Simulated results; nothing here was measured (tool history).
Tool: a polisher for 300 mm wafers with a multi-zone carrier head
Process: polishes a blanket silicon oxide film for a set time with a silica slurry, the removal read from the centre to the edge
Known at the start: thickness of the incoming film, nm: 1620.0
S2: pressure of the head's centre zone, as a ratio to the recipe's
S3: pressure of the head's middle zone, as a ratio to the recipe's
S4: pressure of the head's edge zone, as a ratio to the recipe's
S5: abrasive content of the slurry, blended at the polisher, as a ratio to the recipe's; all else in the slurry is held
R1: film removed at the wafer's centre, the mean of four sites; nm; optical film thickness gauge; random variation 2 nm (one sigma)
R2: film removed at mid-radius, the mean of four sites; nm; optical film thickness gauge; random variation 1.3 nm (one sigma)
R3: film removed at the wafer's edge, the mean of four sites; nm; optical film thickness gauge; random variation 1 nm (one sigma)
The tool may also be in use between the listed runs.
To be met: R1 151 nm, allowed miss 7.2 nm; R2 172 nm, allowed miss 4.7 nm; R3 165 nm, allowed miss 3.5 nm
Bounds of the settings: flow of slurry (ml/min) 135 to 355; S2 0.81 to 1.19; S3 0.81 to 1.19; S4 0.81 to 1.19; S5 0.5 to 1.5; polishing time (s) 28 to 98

{"run": 1, "hour": 0.0, "flow of slurry (ml/min)": 225, "S2": 1, "S3": 1, "S4": 1, "S5": 1, "polishing time (s)": 63, "R1": 135.93, "R2": 137.1, "R3": 137.23}
{"run": 2, "hour": 7.0, "flow of slurry (ml/min)": 225, "S2": 1, "S3": 0.96, "S4": 1, "S5": 1, "polishing time (s)": 63, "R1": 139.24, "R2": 133.08, "R3": 136.7}
{"run": 3, "hour": 10.8, "flow of slurry (ml/min)": 225, "S2": 1, "S3": 0.96, "S4": 1, "S5": 0.8, "polishing time (s)": 63, "R1": 116.65, "R2": 114.18, "R3": 119.81}
{"run": 4, "hour": 15.0, "flow of slurry (ml/min)": 225, "S2": 1, "S3": 0.96, "S4": 1, "S5": 0.65, "polishing time (s)": 63, "R1": 104.04, "R2": 98.494, "R3": 102.36}
{"run": 5, "hour": 22.5, "flow of slurry (ml/min)": 235, "S2": 1, "S3": 0.99, "S4": 1.03, "S5": 0.75, "polishing time (s)": 63, "R1": 111.81, "R2": 112.85, "R3": 116.09}
{"run": 6, "hour": 27.7, "flow of slurry (ml/min)": 250, "S2": 1.02, "S3": 1.02, "S4": 1.06, "S5": 0.8, "polishing time (s)": 63, "R1": 123.16, "R2": 122.35, "R3": 123.97}
{"hour": 29.5, "done": "edge zone pressure recalibrated"}
{"run": 7, "hour": 29.5, "flow of slurry (ml/min)": 295, "S2": 0.94, "S3": 1.12, "S4": 1.16, "S5": 1.05, "polishing time (s)": 64, "R1": 139.64, "R2": 156.57, "R3": 150.99}
{"run": 8, "hour": 32.8, "flow of slurry (ml/min)": 295, "S2": 0.94, "S3": 1.12, "S4": 1.16, "S5": 1.05, "polishing time (s)": 64, "R1": 137.84, "R2": 157.11, "R3": 152.32}
{"run": 9, "hour": 34.0, "flow of slurry (ml/min)": 300, "S2": 0.94, "S3": 1.12, "S4": 1.17, "S5": 1.05, "polishing time (s)": 64, "R1": 138.12, "R2": 158.49, "R3": 151.61}
{"run": 10, "hour": 36.2, "flow of slurry (ml/min)": 300, "S2": 0.94, "S3": 1.12, "S4": 1.17, "S5": 1.1, "polishing time (s)": 64, "R1": 144.61, "R2": 160.94, "R3": 154.73}
{"run": 11, "hour": 36.9, "flow of slurry (ml/min)": 300, "S2": 0.93, "S3": 1.12, "S4": 1.17, "S5": 1.1, "polishing time (s)": 64, "R1": 143.18, "R2": 162.02, "R3": 155.18}
{"run": 12, "hour": 45.3, "flow of slurry (ml/min)": 300, "S2": 0.92, "S3": 1.12, "S4": 1.18, "S5": 1.15, "polishing time (s)": 64, "R1": 140.04, "R2": 163.31, "R3": 157.75}
{"run": 13, "hour": 50.1, "flow of slurry (ml/min)": 305, "S2": 0.92, "S3": 1.12, "S4": 1.18, "S5": 1.15, "polishing time (s)": 64, "R1": 144.02, "R2": 166.06, "R3": 159.52}

4 next moves are on the table. One of them brings every result within its allowed miss. Which?
{"run": "A", "hour": 54.9, "flow of slurry (ml/min)": 290, "S2": 0.87, "S3": 1.11, "S4": 1.19, "S5": 1.1, "polishing time (s)": 64, "R1": "?", "R2": "?", "R3": "?"}
{"run": "B", "hour": 54.9, "flow of slurry (ml/min)": 280, "S2": 0.92, "S3": 1.19, "S4": 1.09, "S5": 1.3, "polishing time (s)": 61, "R1": "?", "R2": "?", "R3": "?"}
{"run": "C", "hour": 54.9, "flow of slurry (ml/min)": 345, "S2": 0.87, "S3": 1.13, "S4": 1.18, "S5": 1.1, "polishing time (s)": 65, "R1": "?", "R2": "?", "R3": "?"}
{"run": "D", "hour": 54.9, "flow of slurry (ml/min)": 310, "S2": 0.92, "S3": 1.1, "S4": 1.12, "S5": 1.15, "polishing time (s)": 67, "R1": "?", "R2": "?", "R3": "?"}

move=A R1=130.92 R2=160.77 R3=154.77
move=B R1=140.97 R2=173.18 R3=153.39
move=C R1=135.37 R2=167.94 R3=158.53
move=D R1=147.89 R2=172.1 R3=162.36
A: further off than the last run
B: further off than the last run
C: further off than the last run
D: meets every target
Answer: D

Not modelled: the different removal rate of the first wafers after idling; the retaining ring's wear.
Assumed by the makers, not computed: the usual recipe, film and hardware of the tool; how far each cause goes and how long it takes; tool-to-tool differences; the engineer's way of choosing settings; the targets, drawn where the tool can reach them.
